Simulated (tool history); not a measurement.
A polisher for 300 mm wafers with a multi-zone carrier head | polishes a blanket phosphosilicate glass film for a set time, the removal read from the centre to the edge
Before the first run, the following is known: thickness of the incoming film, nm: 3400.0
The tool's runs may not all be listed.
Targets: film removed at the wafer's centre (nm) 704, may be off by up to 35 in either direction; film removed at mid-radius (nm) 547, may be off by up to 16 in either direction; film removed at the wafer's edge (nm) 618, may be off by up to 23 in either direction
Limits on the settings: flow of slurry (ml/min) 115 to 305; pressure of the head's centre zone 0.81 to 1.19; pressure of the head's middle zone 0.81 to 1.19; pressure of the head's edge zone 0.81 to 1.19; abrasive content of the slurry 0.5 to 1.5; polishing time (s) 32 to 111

run,hour,flow of slurry (ml/min),pressure of the head's centre zone,pressure of the head's middle zone,pressure of the head's edge zone,abrasive content of the slurry,polishing time (s),film removed at the wafer's centre (nm),film removed at mid-radius (nm),film removed at the wafer's edge (nm)
1,0,195,1,1,1,1,71,535.06,544.01,510.72
2,4.6,195,1.03,1,1,1,71,566.05,536.18,518.76
3,11.3,205,1.05,1,1.03,1,71,576.31,540.15,528.65
4,19,210,1.07,0.99,1.06,1,71,603.65,534.57,533.35
5,21.9,210,1.07,1.03,1.06,1,71,610.3,552.73,537.23
6,26.9,210,1.07,1.03,1.06,1.1,71,612,578.94,558.92
7,31.8,210,1.09,1.01,1.08,1.1,71,624.76,570.62,551.89
8,35.9,220,1.09,0.97,1.1,1.1,72,637.28,551.3,575.97
9,40.8,225,1.1,0.96,1.11,1.1,72,648.98,563.26,592.8
10,46.3,225,1.18,0.87,1.12,1.1,72,698.79,516.84,584.54
11,48.5,230,1.18,0.88,1.13,1.1,72,692.61,521.88,586.86
12,56.6,235,1.18,0.88,1.14,1.1,72,686.21,511.41,584.71
# hour 61.4: edge zone pressure recalibrated
13,61.4,235,1.18,0.89,1.14,1.1,72,688.06,529.09,605.49

Next run, 5 choices. One meets every target within its allowed miss, the rest don't. Which?
A,66.2,285,1.18,0.81,1.17,1.2,71,?,?,?
B,66.2,290,1.17,0.91,1.13,1.2,69,?,?,?
C,66.2,215,1.18,0.87,1.09,1,73,?,?,?
D,66.2,300,1.07,0.89,1.19,1,72,?,?,?
E,66.2,180,1.12,0.99,1.02,1.1,75,?,?,?

move,film removed at the wafer's centre (nm),film removed at mid-radius (nm),film removed at the wafer's edge (nm)
A,724.56,509.59,646.87
B,700.04,546.07,619.79
C,673.45,503.94,590.83
D,629.42,527.51,622.36
E,657.78,579.46,597.7
A: misses by more than the last run did
B: all results in spec
C: misses by more than the last run did
D: misses by more than the last run did
E: takes the result that was furthest off past its target
Go with B: it meets all targets.
